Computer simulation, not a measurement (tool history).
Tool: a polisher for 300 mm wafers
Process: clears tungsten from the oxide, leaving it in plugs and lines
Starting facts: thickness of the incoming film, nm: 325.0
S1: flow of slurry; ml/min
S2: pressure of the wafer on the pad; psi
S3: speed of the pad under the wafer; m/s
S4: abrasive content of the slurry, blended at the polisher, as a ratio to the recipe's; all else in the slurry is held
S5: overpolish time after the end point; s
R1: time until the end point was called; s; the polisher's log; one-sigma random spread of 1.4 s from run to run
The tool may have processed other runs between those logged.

run,hour,S1,S2,S3,S4,S5,R1
1,0,195,4.1,0.9,1,23,78.215
2,2.9,195,4.8,0.9,1,23,67.127
3,5.8,195,4.8,0.9,1,25,68.124
4,8.7,195,5.3,0.9,1,25,59.809
# hour 10.4: slurry blender recalibrated
5,10.4,195,4.8,0.88,1,25,63.86
6,12.1,195,4.3,0.86,1,25,72.644

Forecast run 7:
7,20.4,195,4.3,0.86,1,25,?

R1: 71.54 s
